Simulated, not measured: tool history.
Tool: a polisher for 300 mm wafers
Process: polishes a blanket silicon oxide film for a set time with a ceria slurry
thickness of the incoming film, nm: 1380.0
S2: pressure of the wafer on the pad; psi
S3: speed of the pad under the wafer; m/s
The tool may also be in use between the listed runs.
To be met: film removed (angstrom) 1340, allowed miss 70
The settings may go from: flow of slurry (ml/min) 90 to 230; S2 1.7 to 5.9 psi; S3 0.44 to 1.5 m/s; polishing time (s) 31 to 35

Run 1, hour 0: flow of slurry (ml/min) 150, S2 3.8 psi, S3 0.96 m/s, polishing time (s) 35. Result: film removed (angstrom) 1570.3.
Run 2, hour 7.1: flow of slurry (ml/min) 150, S2 3.8 psi, S3 1.08 m/s, polishing time (s) 35. Result: film removed (angstrom) 1769.4.
Run 3, hour 8.6: flow of slurry (ml/min) 150, S2 3.6 psi, S3 1.08 m/s, polishing time (s) 35. Result: film removed (angstrom) 1688.7.
Run 4, hour 11.6: flow of slurry (ml/min) 150, S2 3.4 psi, S3 1.08 m/s, polishing time (s) 35. Result: film removed (angstrom) 1609.6.
Run 5, hour 12.6: flow of slurry (ml/min) 150, S2 3.4 psi, S3 1.28 m/s, polishing time (s) 35. Result: film removed (angstrom) 1841.3.
Run 6, hour 14.2: flow of slurry (ml/min) 150, S2 3.9 psi, S3 1.28 m/s, polishing time (s) 35. Result: film removed (angstrom) 2141.3.
Run 7, hour 19.9: flow of slurry (ml/min) 150, S2 2.9 psi, S3 1.24 m/s, polishing time (s) 35. Result: film removed (angstrom) 1559.9.
At hour 21: head pressure recalibrated.
Run 8, hour 21: flow of slurry (ml/min) 150, S2 2.8 psi, S3 1.24 m/s, polishing time (s) 35. Result: film removed (angstrom) 1705.4.
Run 9, hour 25.6: flow of slurry (ml/min) 150, S2 2.6 psi, S3 1.22 m/s, polishing time (s) 35. Result: film removed (angstrom) 1539.2.
Run 10, hour 26.6: flow of slurry (ml/min) 150, S2 2.5 psi, S3 1.22 m/s, polishing time (s) 35. Result: film removed (angstrom) 1475.4.
Run 11, hour 35.3: flow of slurry (ml/min) 150, S2 2.5 psi, S3 1.22 m/s, polishing time (s) 35. Result: film removed (angstrom) 1498.6.

Which of these 5 next moves meets every target?
Run A, hour 44: flow of slurry (ml/min) 110, S2 2.1 psi, S3 1.44 m/s, polishing time (s) 33. Result: film removed (angstrom) ?.
Run B, hour 44: flow of slurry (ml/min) 145, S2 2.5 psi, S3 1.02 m/s, polishing time (s) 32. Result: film removed (angstrom) ?.
Run C, hour 44: flow of slurry (ml/min) 155, S2 2.3 psi, S3 1.14 m/s, polishing time (s) 31. Result: film removed (angstrom) ?.
Run D, hour 44: flow of slurry (ml/min) 160, S2 2.5 psi, S3 1.22 m/s, polishing time (s) 34. Result: film removed (angstrom) ?.
Run E, hour 44: flow of slurry (ml/min) 120, S2 2.6 psi, S3 1.48 m/s, polishing time (s) 33. Result: film removed (angstrom) ?.

move  film removed (angstrom)
   A                   1313.6
   B                   1128.9
   C                   1136.2
   D                   1442.1
   E                   1667.8
A: meets every target
B: takes the result that was furthest off past its target
C: takes the result that was furthest off past its target
D: nearer than the last run, and not there yet
E: further off than the last run
Answer: A
